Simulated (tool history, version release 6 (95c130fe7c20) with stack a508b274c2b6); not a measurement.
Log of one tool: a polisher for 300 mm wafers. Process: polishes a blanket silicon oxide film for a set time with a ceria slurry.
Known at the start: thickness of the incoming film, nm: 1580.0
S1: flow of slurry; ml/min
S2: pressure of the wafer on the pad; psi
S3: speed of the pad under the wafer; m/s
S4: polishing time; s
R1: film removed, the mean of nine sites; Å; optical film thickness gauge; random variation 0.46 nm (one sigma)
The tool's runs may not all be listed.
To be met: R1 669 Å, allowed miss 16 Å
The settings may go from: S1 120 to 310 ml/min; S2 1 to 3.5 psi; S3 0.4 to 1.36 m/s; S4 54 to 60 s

run	hour	S1	S2	S3	S4	R1
1	0	200	2.2	0.88	60	1450.3
2	1.6	195	1.9	0.84	60	1220.4
3	2.3	195	1.9	0.84	54	1107.2
4	8	190	1.7	0.82	54	975.77
5	10	190	1.7	0.82	54	967.51
6	18.7	180	1.6	0.82	54	910.56
7	22.9	170	1.5	0.82	54	843.17
8	27.9	160	1.4	0.82	54	773.41
9	30.3	150	1.4	0.82	54	779.51
10	32.6	150	1.4	0.82	54	773.38
11	38.4	145	1.4	0.82	54	768.56
12	46	140	1.4	0.82	54	757.3
13	48.7	135	1.4	0.82	54	757.71
14	57.4	130	1.4	0.82	54	755.54
15	59.2	125	1.1	0.82	54	594.74
16	67.2	140	1.1	0.82	54	604.84
17	70.6	150	1.1	0.82	54	613.49
18	75.2	155	1.1	0.82	54	615.44
19	83.5	160	1.1	0.82	54	626.74
20	86.3	170	1.1	0.82	54	634.82
21	92.6	175	1.1	0.82	54	624.73
22	96.1	180	1.1	0.82	54	636.57
23	96.7	185	1.1	0.82	54	637.89
24	103.7	190	1.1	0.82	54	637.85
25	106.6	210	1.2	0.82	54	717.13
26	112.6	200	1.2	0.82	54	694.73
27	120.5	195	1.2	0.82	54	699.46

Which of these 4 next moves meets every target?
A	128.4	160	1.3	0.82	55	?
B	128.4	140	1.4	0.62	58	?
C	128.4	220	1.2	0.82	54	?
D	128.4	195	1.2	0.88	54	?

move	R1
A	741.49
B	675.29
C	709.38
D	733.76
A: further off than the last run
B: meets every target
C: further off than the last run
D: further off than the last run
Move B is the one to make.

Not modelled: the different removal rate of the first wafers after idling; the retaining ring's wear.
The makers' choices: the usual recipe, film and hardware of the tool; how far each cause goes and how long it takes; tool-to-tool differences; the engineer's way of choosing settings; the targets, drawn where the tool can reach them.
